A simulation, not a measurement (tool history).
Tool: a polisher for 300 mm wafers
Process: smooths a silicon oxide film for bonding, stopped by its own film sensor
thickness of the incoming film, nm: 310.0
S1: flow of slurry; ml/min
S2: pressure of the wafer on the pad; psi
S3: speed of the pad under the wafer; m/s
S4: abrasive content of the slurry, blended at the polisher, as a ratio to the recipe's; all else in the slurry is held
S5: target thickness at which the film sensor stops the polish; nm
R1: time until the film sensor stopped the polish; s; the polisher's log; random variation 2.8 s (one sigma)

run 1 day=0 | S1=130 S2=1.6 S3=0.8 S4=1 S5=252 | R1=131.08
run 2 day=0.25 | S1=130 S2=1.4 S3=0.8 S4=1 S5=252 | R1=142.46
run 3 day=0.575 | S1=130 S2=1.2 S3=0.78 S4=1 S5=252 | R1=156.86
run 4 day=0.762 | S1=130 S2=1.2 S3=0.78 S4=1 S5=249 | R1=168.23
run 5 day=0.867 | S1=130 S2=1.2 S3=0.92 S4=1 S5=249 | R1=148.47
run 6 day=1.008 | S1=125 S2=1 S3=0.86 S4=1 S5=249 | R1=177.24

Forecast run 7:
run 7 day=1.188 | S1=120 S2=0.9 S3=0.86 S4=1 S5=249 | R1=?

{"run 7": {"R1": 181.22}}
